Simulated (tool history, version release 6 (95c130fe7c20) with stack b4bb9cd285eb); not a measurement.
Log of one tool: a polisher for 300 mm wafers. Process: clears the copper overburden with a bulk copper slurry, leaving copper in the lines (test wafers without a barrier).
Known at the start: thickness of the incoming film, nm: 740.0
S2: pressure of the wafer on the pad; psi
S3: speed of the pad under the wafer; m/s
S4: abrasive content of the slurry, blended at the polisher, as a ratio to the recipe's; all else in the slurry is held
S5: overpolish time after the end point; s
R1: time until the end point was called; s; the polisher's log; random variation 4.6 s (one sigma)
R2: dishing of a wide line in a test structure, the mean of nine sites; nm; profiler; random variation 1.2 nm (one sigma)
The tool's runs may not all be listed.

run 1 day=0 | flow_of_slurry_(ml/min)=160 S2=1.8 S3=0.9 S4=1 S5=29 | R1=177.72 R2=57.26
run 2 day=0.192 | flow_of_slurry_(ml/min)=135 S2=1.8 S3=0.9 S4=1 S5=29 | R1=179.82 R2=56.235
run 3 day=0.517 | flow_of_slurry_(ml/min)=135 S2=1.8 S3=1 S4=1 S5=29 | R1=164.17 R2=60.669
run 4 day=0.692 | flow_of_slurry_(ml/min)=135 S2=1.8 S3=1 S4=0.85 S5=29 | R1=173.99 R2=60.755
run 5 day=0.729 | flow_of_slurry_(ml/min)=135 S2=1.8 S3=1 S4=0.7 S5=29 | R1=183.23 R2=57.065
run 6 day=0.938 | flow_of_slurry_(ml/min)=135 S2=1.8 S3=0.84 S4=0.7 S5=29 | R1=205.72 R2=52.552

Forecast run 7:
run 7 day=1.029 | flow_of_slurry_(ml/min)=135 S2=1.8 S3=0.84 S4=0.7 S5=30 | R1=? R2=?

{"run 7": {"R1": 201.23, "R2": 53.519}}
